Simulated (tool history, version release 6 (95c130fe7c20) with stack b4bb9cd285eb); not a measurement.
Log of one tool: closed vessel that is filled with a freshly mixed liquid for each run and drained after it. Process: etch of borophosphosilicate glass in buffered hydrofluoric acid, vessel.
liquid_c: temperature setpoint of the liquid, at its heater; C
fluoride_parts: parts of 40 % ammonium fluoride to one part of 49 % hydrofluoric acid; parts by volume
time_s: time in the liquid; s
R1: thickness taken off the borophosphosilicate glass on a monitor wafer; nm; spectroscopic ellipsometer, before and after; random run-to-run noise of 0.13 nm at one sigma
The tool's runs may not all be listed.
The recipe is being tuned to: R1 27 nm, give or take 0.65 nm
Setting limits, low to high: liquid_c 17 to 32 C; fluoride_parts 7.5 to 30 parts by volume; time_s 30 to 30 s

run 1 day=0 | liquid_c=25 fluoride_parts=22 time_s=30 | R1=50.269
run 2 day=0.054 | liquid_c=21.5 fluoride_parts=22 time_s=30 | R1=41.629
run 3 day=0.233 | liquid_c=21 fluoride_parts=23 time_s=30 | R1=39.413
run 4 day=0.292 | liquid_c=21 fluoride_parts=17.5 time_s=30 | R1=49.131
run 5 day=0.571 | liquid_c=23.5 fluoride_parts=17.5 time_s=30 | R1=56.327
run 6 day=0.738 | liquid_c=23.5 fluoride_parts=17.5 time_s=30 | R1=56.594
run 7 day=0.996 | liquid_c=22.5 fluoride_parts=19 time_s=30 | R1=49.61
run 8 day=1.133 | liquid_c=18.5 fluoride_parts=26 time_s=30 | R1=31.84
run 9 day=1.358 | liquid_c=18.5 fluoride_parts=26.5 time_s=30 | R1=31.235
run 10 day=1.608 | liquid_c=18.5 fluoride_parts=27 time_s=30 | R1=30.415
run 11 day=1.875 | liquid_c=17.5 fluoride_parts=28 time_s=30 | R1=28.371

4 candidate next runs follow, results not yet known. Just one meets every target within its allowed miss. Identify it.
run A day=2.142 | liquid_c=18.5 fluoride_parts=28 time_s=30 | R1=?
run B day=2.142 | liquid_c=18 fluoride_parts=29 time_s=30 | R1=?
run C day=2.142 | liquid_c=17.5 fluoride_parts=30 time_s=30 | R1=?
run D day=2.142 | liquid_c=17 fluoride_parts=24 time_s=30 | R1=?

move=A R1=29.639
move=B R1=28.131
move=C R1=26.72
move=D R1=30.338
A: the biggest miss grows against the last run
B: an improvement on the last run, though not all results are within tolerance
C: hits every target within its allowed miss
D: the biggest miss grows against the last run
C meets every target.
